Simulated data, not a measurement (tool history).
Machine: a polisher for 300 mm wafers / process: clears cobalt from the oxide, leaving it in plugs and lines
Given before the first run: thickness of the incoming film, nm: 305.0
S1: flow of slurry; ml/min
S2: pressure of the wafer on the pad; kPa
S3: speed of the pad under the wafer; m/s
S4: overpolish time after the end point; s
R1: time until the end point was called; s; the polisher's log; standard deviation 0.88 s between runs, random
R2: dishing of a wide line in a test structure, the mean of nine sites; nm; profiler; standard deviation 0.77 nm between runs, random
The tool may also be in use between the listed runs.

| run | hour | S1 | S2 | S3 | S4 | R1 | R2 |
|---|---|---|---|---|---|---|---|
| 1 | 0.0 | 305 | 10.3 | 0.86 | 23 | 87.015 | 38.698 |
| 2 | 2.2 | 305 | 11.0 | 0.86 | 20 | 80.055 | 37.499 |
| 3 | 6.6 | 305 | 11.0 | 0.86 | 12 | 82.282 | 29.719 |
| 4 | 12.2 | 305 | 11.7 | 0.86 | 12 | 77.220 | 29.769 |
| 5 | 14.1 | 305 | 12.4 | 0.86 | 13 | 72.559 | 32.265 |
| 6 | 15.2 | 305 | 13.1 | 0.86 | 13 | 66.892 | 32.596 |

What does the tool deliver on the next run?
| 7 | 18.6 | 305 | 13.8 | 0.86 | 14 | ? | ? |

R1: 64.774 s
R2: 33.599 nm
